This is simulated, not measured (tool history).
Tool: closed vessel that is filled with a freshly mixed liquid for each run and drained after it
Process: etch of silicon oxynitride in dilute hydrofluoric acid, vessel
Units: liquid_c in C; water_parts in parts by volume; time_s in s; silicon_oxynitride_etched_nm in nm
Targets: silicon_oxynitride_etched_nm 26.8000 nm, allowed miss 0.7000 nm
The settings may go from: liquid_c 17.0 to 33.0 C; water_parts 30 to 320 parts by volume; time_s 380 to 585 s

{"run": 1, "hour": 0.0, "liquid_c": 25.0, "water_parts": 175, "time_s": 585, "silicon_oxynitride_etched_nm": 6.3123}
{"run": 2, "hour": 1.7, "liquid_c": 27.5, "water_parts": 135, "time_s": 585, "silicon_oxynitride_etched_nm": 9.5134}
{"run": 3, "hour": 8.2, "liquid_c": 27.5, "water_parts": 135, "time_s": 380, "silicon_oxynitride_etched_nm": 6.1154}
{"run": 4, "hour": 17.5, "liquid_c": 29.5, "water_parts": 135, "time_s": 380, "silicon_oxynitride_etched_nm": 6.7534}
{"run": 5, "hour": 23.9, "liquid_c": 32.5, "water_parts": 135, "time_s": 380, "silicon_oxynitride_etched_nm": 7.6222}
{"run": 6, "hour": 29.0, "liquid_c": 32.5, "water_parts": 200, "time_s": 380, "silicon_oxynitride_etched_nm": 4.8371}
{"run": 7, "hour": 31.7, "liquid_c": 32.5, "water_parts": 150, "time_s": 440, "silicon_oxynitride_etched_nm": 7.8514}
{"run": 8, "hour": 34.1, "liquid_c": 32.5, "water_parts": 115, "time_s": 480, "silicon_oxynitride_etched_nm": 11.629}
{"run": 9, "hour": 40.8, "liquid_c": 32.5, "water_parts": 90, "time_s": 480, "silicon_oxynitride_etched_nm": 15.159}
{"run": 10, "hour": 46.1, "liquid_c": 32.5, "water_parts": 75, "time_s": 480, "silicon_oxynitride_etched_nm": 18.24}
{"run": 11, "hour": 51.7, "liquid_c": 32.5, "water_parts": 65, "time_s": 480, "silicon_oxynitride_etched_nm": 21.458}
{"run": 12, "hour": 56.7, "liquid_c": 32.5, "water_parts": 60, "time_s": 480, "silicon_oxynitride_etched_nm": 23.586}

5 next moves are on the table. One of them brings every result within its allowed miss. Which?
{"run": "A", "hour": 61.7, "liquid_c": 33.0, "water_parts": 60, "time_s": 570, "silicon_oxynitride_etched_nm": "?"}
{"run": "B", "hour": 61.7, "liquid_c": 29.5, "water_parts": 70, "time_s": 580, "silicon_oxynitride_etched_nm": "?"}
{"run": "C", "hour": 61.7, "liquid_c": 33.0, "water_parts": 60, "time_s": 395, "silicon_oxynitride_etched_nm": "?"}
{"run": "D", "hour": 61.7, "liquid_c": 33.0, "water_parts": 60, "time_s": 585, "silicon_oxynitride_etched_nm": "?"}
{"run": "E", "hour": 61.7, "liquid_c": 28.0, "water_parts": 35, "time_s": 380, "silicon_oxynitride_etched_nm": "?"}

move=A silicon_oxynitride_etched_nm=28.9330
move=B silicon_oxynitride_etched_nm=21.2820
move=C silicon_oxynitride_etched_nm=20.0500
move=D silicon_oxynitride_etched_nm=29.6950
move=E silicon_oxynitride_etched_nm=26.8920
A: takes the result that was furthest off past its target
B: further off than the last run
C: further off than the last run
D: takes the result that was furthest off past its target
E: meets every target
The right move is E.
